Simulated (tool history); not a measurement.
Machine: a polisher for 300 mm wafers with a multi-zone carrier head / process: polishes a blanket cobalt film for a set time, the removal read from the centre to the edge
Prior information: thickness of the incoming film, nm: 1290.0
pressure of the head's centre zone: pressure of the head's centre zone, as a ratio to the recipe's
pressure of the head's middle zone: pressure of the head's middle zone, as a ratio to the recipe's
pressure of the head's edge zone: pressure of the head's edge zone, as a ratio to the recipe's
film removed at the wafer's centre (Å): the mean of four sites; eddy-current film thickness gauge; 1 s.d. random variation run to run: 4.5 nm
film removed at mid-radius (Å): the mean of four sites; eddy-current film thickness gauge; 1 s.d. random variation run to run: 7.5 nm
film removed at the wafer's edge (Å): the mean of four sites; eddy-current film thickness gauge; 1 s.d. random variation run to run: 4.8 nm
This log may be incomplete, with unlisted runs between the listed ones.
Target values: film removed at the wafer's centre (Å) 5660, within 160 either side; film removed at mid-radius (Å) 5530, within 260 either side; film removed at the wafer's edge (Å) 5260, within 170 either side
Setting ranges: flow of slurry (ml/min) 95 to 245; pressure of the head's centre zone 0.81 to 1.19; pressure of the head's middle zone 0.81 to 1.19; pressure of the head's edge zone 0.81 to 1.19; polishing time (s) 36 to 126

run	hour	flow of slurry (ml/min)	pressure of the head's centre zone	pressure of the head's middle zone	pressure of the head's edge zone	polishing time (s)	film removed at the wafer's centre (Å)	film removed at mid-radius (Å)	film removed at the wafer's edge (Å)
1	0	155	1	1	1	81	4046.5	4165.4	4065
2	7.4	155	1	1	1.03	81	4009.3	4101.8	4136.9
3	14.2	165	1.03	1.03	1.05	83	4318.5	4423.4	4297.7
4	23.2	165	1.03	1.08	1.05	83	4309.1	4536.2	4299.9
5	26.3	165	1.03	1.08	1.05	92	4738.9	5175.1	4731
6	33.5	165	1.03	1.08	1.05	103	5330.7	5728.2	5270.5
7	35	170	1.04	1.07	1.05	103	5439.1	5582.6	5376.1
8	40.4	170	1.05	1.07	1.04	103	5559.9	5669.5	5374.1
9	41.2	170	1.05	1.07	1.03	103	5477.8	5801.9	5272.9

Which one of the following 5 next-run settings gets every result inside its allowed miss? There is exactly one.
A	42	200	0.93	1.12	0.89	109	?	?	?
B	42	140	1.09	1.18	0.86	111	?	?	?
C	42	155	1.06	1.02	1.06	101	?	?	?
D	42	120	0.97	1.16	0.95	113	?	?	?
E	42	170	1.14	1.08	1.12	99	?	?	?

move	film removed at the wafer's centre (Å)	film removed at mid-radius (Å)	film removed at the wafer's edge (Å)
A	5276.2	6391.8	5220.2
B	5936.4	6445.1	5030.8
C	5346.5	5264.1	5113.3
D	5206	6291	5252.7
E	5732.7	5492	5199.1
A: misses by more than the last run did
B: pushes the last run's worst result past its target
C: misses by more than the last run did
D: misses by more than the last run did
E: in spec on every target
E is the move that brings every result within its allowed miss.
